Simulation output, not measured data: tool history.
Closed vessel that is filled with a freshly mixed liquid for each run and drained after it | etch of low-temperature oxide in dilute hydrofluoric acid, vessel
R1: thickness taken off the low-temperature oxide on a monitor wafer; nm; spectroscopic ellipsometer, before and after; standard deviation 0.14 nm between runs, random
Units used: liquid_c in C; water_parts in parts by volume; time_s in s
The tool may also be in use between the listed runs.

run 1 hour=0.0 | liquid_c=25.0 water_parts=80 time_s=130 | R1=30.173
run 2 hour=3.1 | liquid_c=28.0 water_parts=80 time_s=130 | R1=33.647
run 3 hour=5.1 | liquid_c=29.0 water_parts=80 time_s=130 | R1=35.202
run 4 hour=7.9 | liquid_c=29.5 water_parts=80 time_s=130 | R1=35.900
run 5 hour=17.1 | liquid_c=29.5 water_parts=80 time_s=130 | R1=35.892
run 6 hour=21.5 | liquid_c=30.0 water_parts=80 time_s=130 | R1=36.501
run 7 hour=22.5 | liquid_c=30.5 water_parts=80 time_s=130 | R1=37.541
run 8 hour=24.0 | liquid_c=31.0 water_parts=80 time_s=130 | R1=37.999

Run 9 has not been measured yet. What should we expect?
run 9 hour=31.1 | liquid_c=31.5 water_parts=80 time_s=130 | R1=?

R1: 38.560 nm
